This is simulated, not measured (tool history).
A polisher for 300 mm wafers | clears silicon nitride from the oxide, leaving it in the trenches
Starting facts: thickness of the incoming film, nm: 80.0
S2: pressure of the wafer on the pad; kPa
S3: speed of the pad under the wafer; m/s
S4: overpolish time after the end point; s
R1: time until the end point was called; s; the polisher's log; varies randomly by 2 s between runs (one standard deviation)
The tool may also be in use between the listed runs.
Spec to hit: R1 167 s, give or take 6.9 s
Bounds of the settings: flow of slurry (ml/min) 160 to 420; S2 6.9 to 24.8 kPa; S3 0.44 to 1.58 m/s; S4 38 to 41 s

Run 1, hour 0: flow of slurry (ml/min) 270, S2 15.9 kPa, S3 1 m/s, S4 38 s. Result: R1 96.287 s.
Run 2, hour 4.3: flow of slurry (ml/min) 270, S2 13.8 kPa, S3 1 m/s, S4 38 s. Result: R1 108.41 s.
Run 3, hour 5.1: flow of slurry (ml/min) 270, S2 13.8 kPa, S3 1 m/s, S4 38 s. Result: R1 108.54 s.
Run 4, hour 11.1: flow of slurry (ml/min) 270, S2 12.4 kPa, S3 1 m/s, S4 38 s. Result: R1 117.2 s.
At hour 19.9: slurry nozzle cleaned.
Run 5, hour 19.9: flow of slurry (ml/min) 270, S2 12.4 kPa, S3 1 m/s, S4 38 s. Result: R1 118.99 s.
Run 6, hour 21: flow of slurry (ml/min) 270, S2 12.4 kPa, S3 1 m/s, S4 41 s. Result: R1 119.64 s.
Run 7, hour 22.8: flow of slurry (ml/min) 270, S2 11 kPa, S3 1 m/s, S4 41 s. Result: R1 132.2 s.
Run 8, hour 26.2: flow of slurry (ml/min) 270, S2 10.3 kPa, S3 1 m/s, S4 41 s. Result: R1 141.35 s.
Run 9, hour 34.7: flow of slurry (ml/min) 270, S2 9.7 kPa, S3 1 m/s, S4 41 s. Result: R1 148.37 s.
Run 10, hour 41.3: flow of slurry (ml/min) 270, S2 9 kPa, S3 1 m/s, S4 41 s. Result: R1 162.67 s.

Pick the move, out of 4, that brings all results within their allowed miss; only one does.
Run A, hour 47.9: flow of slurry (ml/min) 285, S2 8.3 kPa, S3 1.18 m/s, S4 41 s. Result: R1 ?.
Run B, hour 47.9: flow of slurry (ml/min) 285, S2 7.6 kPa, S3 1.14 m/s, S4 40 s. Result: R1 ?.
Run C, hour 47.9: flow of slurry (ml/min) 310, S2 9 kPa, S3 1.1 m/s, S4 41 s. Result: R1 ?.
Run D, hour 47.9: flow of slurry (ml/min) 245, S2 10.3 kPa, S3 0.92 m/s, S4 41 s. Result: R1 ?.

move      R1
   A  149.86
   B  167.24
   C  147.53
   D  153.69
A: lands further from the targets than the last run did
B: each result inside its tolerance
C: lands further from the targets than the last run did
D: lands further from the targets than the last run did
Correct choice: B, which meets every target
